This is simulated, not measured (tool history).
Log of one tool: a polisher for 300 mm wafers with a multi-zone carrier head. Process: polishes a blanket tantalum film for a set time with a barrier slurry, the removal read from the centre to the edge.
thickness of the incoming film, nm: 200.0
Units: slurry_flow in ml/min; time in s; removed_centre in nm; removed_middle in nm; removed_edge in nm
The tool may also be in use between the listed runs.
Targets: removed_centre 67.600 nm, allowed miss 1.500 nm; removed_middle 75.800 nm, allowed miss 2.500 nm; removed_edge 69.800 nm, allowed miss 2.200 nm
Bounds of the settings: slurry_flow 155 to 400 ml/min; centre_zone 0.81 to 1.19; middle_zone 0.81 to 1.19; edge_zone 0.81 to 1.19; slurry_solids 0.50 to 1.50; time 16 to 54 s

run,day,slurry_flow,centre_zone,middle_zone,edge_zone,slurry_solids,time,removed_centre,removed_middle,removed_edge
1,0.000,255,1.00,1.00,1.00,1.00,35,81.857,75.414,74.798
2,0.142,255,1.00,1.07,1.00,1.00,35,82.648,80.177,73.813
3,0.212,315,1.00,1.07,1.00,1.00,35,84.199,81.745,75.646
4,0.312,305,0.97,1.06,0.99,1.00,35,81.019,79.732,75.955
5,0.404,295,0.95,1.07,0.97,1.00,35,80.922,80.773,73.362
6,0.654,340,0.95,1.07,0.97,1.00,35,81.583,82.717,74.589
7,0.954,330,0.93,1.07,0.97,1.00,35,79.646,81.270,74.323
8,1.150,320,0.91,1.07,0.97,1.00,35,77.860,81.159,74.501
9,1.383,310,0.89,1.07,0.96,1.00,35,74.981,81.261,73.075
# day 1.433: centre zone pressure recalibrated
10,1.433,240,0.85,1.03,0.97,1.00,35,64.663,75.589,71.880

5 next moves are on the table. One of them brings every result within its allowed miss. Which?
A,1.483,230,0.83,0.99,1.04,0.80,37,?,?,?
B,1.483,240,0.91,1.05,0.94,0.85,36,?,?,?
C,1.483,165,0.86,1.08,0.99,0.90,37,?,?,?
D,1.483,190,0.90,1.06,1.01,0.80,36,?,?,?
E,1.483,195,0.83,0.99,0.98,1.15,35,?,?,?

move,removed_centre,removed_middle,removed_edge
A,62.538,72.923,74.453
B,67.719,75.324,70.458
C,62.553,75.151,71.919
D,63.302,71.855,69.778
E,63.180,73.905,73.792
A: further off than the last run
B: meets every target
C: further off than the last run
D: further off than the last run
E: further off than the last run
Move B is the one to make.
